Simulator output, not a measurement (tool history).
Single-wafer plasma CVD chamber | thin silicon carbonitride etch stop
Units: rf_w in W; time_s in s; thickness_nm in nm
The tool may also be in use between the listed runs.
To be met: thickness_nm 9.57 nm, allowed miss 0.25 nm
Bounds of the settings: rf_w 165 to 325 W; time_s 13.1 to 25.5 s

{"run": 1, "day": 0.0, "rf_w": 245, "time_s": 19.3, "thickness_nm": 11.442}
{"run": 2, "day": 0.246, "rf_w": 280, "time_s": 19.3, "thickness_nm": 11.748}
{"run": 3, "day": 0.412, "rf_w": 250, "time_s": 19.3, "thickness_nm": 11.496}
{"run": 4, "day": 0.546, "rf_w": 250, "time_s": 20.6, "thickness_nm": 12.263}
{"run": 5, "day": 0.621, "rf_w": 245, "time_s": 19.6, "thickness_nm": 11.531}
{"run": 6, "day": 0.783, "rf_w": 245, "time_s": 18.3, "thickness_nm": 10.804}
{"run": 7, "day": 0.996, "rf_w": 240, "time_s": 17.9, "thickness_nm": 10.582}
{"day": 1.179, "done": "RF generator calibrated"}
{"run": 8, "day": 1.179, "rf_w": 235, "time_s": 17.5, "thickness_nm": 10.36}
{"run": 9, "day": 1.5, "rf_w": 230, "time_s": 17.2, "thickness_nm": 10.093}
{"run": 10, "day": 1.733, "rf_w": 225, "time_s": 17, "thickness_nm": 9.8791}
{"run": 11, "day": 1.767, "rf_w": 220, "time_s": 16.9, "thickness_nm": 9.8597}

5 next moves are on the table. One of them brings every result within its allowed miss. Which?
{"run": "A", "day": 1.8, "rf_w": 240, "time_s": 16.1, "thickness_nm": "?"}
{"run": "B", "day": 1.8, "rf_w": 205, "time_s": 17.5, "thickness_nm": "?"}
{"run": "C", "day": 1.8, "rf_w": 230, "time_s": 17.3, "thickness_nm": "?"}
{"run": "D", "day": 1.8, "rf_w": 195, "time_s": 17.9, "thickness_nm": "?"}
{"run": "E", "day": 1.8, "rf_w": 205, "time_s": 18.2, "thickness_nm": "?"}

move=A thickness_nm=9.5222
move=B thickness_nm=9.9768
move=C thickness_nm=10.13
move=D thickness_nm=10.089
move=E thickness_nm=10.376
A: meets every target
B: further off than the last run
C: further off than the last run
D: further off than the last run
E: further off than the last run
Answer: A
